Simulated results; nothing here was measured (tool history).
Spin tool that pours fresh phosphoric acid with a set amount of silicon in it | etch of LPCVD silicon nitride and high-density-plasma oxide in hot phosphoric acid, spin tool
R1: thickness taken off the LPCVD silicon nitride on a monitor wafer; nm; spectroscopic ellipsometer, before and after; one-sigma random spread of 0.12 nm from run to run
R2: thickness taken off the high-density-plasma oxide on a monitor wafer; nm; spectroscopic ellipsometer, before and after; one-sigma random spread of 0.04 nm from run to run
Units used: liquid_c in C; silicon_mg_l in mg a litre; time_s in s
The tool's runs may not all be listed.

Run 1, hour 0: liquid_c 162 C, silicon_mg_l 8.5 mg a litre, time_s 85 s. Result: R1 8.3616 nm, R2 0.50152 nm.
Run 2, hour 3.8: liquid_c 163 C, silicon_mg_l 8.5 mg a litre, time_s 85 s. Result: R1 8.605 nm, R2 0.58093 nm.
Run 3, hour 10.5: liquid_c 163 C, silicon_mg_l 5 mg a litre, time_s 85 s. Result: R1 8.7469 nm, R2 0.57835 nm.
Run 4, hour 14.7: liquid_c 163 C, silicon_mg_l 5 mg a litre, time_s 90 s. Result: R1 9.004 nm, R2 0.60781 nm.
Run 5, hour 15.3: liquid_c 163 C, silicon_mg_l 5 mg a litre, time_s 65 s. Result: R1 6.6417 nm, R2 0.45859 nm.
Run 6, hour 23.6: liquid_c 163 C, silicon_mg_l 5 mg a litre, time_s 45 s. Result: R1 4.5344 nm, R2 0.29297 nm.
Run 7, hour 31.6: liquid_c 163 C, silicon_mg_l 6 mg a litre, time_s 60 s. Result: R1 6.0245 nm, R2 0.3923 nm.
Run 8, hour 34.8: liquid_c 163 C, silicon_mg_l 7.5 mg a litre, time_s 70 s. Result: R1 6.9371 nm, R2 0.4567 nm.
Run 9, hour 41.8: liquid_c 165 C, silicon_mg_l 13 mg a litre, time_s 110 s. Result: R1 11.788 nm, R2 0.7234 nm.
Run 10, hour 42.8: liquid_c 165 C, silicon_mg_l 12.5 mg a litre, time_s 110 s. Result: R1 11.874 nm, R2 0.78495 nm.

Predict the results of run 11:
Run 11, hour 50.6: liquid_c 165 C, silicon_mg_l 13 mg a litre, time_s 115 s. Result: R1 ?, R2 ?.

R1: 12.159 nm
R2: 0.72348 nm
